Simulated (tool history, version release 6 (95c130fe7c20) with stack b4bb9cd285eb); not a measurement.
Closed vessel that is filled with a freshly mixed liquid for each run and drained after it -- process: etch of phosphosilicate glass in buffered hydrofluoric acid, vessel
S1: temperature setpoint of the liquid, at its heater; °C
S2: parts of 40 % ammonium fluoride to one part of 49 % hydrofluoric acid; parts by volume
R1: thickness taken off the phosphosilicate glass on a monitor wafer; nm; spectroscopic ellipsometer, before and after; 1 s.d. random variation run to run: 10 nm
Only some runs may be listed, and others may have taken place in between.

run 1 day=0 | S1=20 S2=8 time_in_the_liquid_(s)=95 | R1=764.72
run 2 day=0.225 | S1=17 S2=8 time_in_the_liquid_(s)=95 | R1=644.62
run 3 day=0.271 | S1=17 S2=6 time_in_the_liquid_(s)=95 | R1=847.74
run 4 day=0.512 | S1=17 S2=6 time_in_the_liquid_(s)=100 | R1=881.95
run 5 day=0.704 | S1=18 S2=6 time_in_the_liquid_(s)=100 | R1=945.74
run 6 day=0.983 | S1=19 S2=6 time_in_the_liquid_(s)=100 | R1=989.24

Estimate the outcome of run 7 from the log above:
run 7 day=1.021 | S1=19.5 S2=6 time_in_the_liquid_(s)=100 | R1=?

{"run 7": {"R1": 1023.6}}
